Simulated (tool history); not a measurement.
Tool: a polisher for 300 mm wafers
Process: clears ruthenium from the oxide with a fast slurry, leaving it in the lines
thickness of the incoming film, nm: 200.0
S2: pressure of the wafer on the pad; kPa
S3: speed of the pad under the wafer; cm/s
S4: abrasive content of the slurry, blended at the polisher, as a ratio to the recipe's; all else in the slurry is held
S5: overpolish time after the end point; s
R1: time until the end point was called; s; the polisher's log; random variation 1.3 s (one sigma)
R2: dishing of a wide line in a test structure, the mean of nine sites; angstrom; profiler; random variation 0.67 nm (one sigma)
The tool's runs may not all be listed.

{"run": 1, "hour": 0.0, "flow of slurry (ml/min)": 210, "S2": 13.1, "S3": 88, "S4": 1.0, "S5": 27, "R1": 100.11, "R2": 426.1}
{"run": 2, "hour": 6.8, "flow of slurry (ml/min)": 210, "S2": 13.1, "S3": 70, "S4": 1.0, "S5": 27, "R1": 120.27, "R2": 368.38}
{"run": 3, "hour": 9.1, "flow of slurry (ml/min)": 210, "S2": 13.1, "S3": 80, "S4": 1.0, "S5": 27, "R1": 110.47, "R2": 408.0}
{"run": 4, "hour": 14.5, "flow of slurry (ml/min)": 210, "S2": 13.1, "S3": 80, "S4": 0.8, "S5": 27, "R1": 121.88, "R2": 383.14}
{"run": 5, "hour": 21.7, "flow of slurry (ml/min)": 210, "S2": 14.5, "S3": 80, "S4": 0.85, "S5": 23, "R1": 105.32, "R2": 363.97}
{"run": 6, "hour": 28.7, "flow of slurry (ml/min)": 210, "S2": 14.5, "S3": 80, "S4": 0.85, "S5": 17, "R1": 105.81, "R2": 285.58}
{"run": 7, "hour": 29.6, "flow of slurry (ml/min)": 210, "S2": 15.2, "S3": 80, "S4": 0.85, "S5": 17, "R1": 101.86, "R2": 296.14}

The next listed run, before its measurement:
{"run": 8, "hour": 33.3, "flow of slurry (ml/min)": 210, "S2": 15.9, "S3": 80, "S4": 0.85, "S5": 17, "R1": "?", "R2": "?"}

R1: 95.583 s
R2: 305.71 angstrom
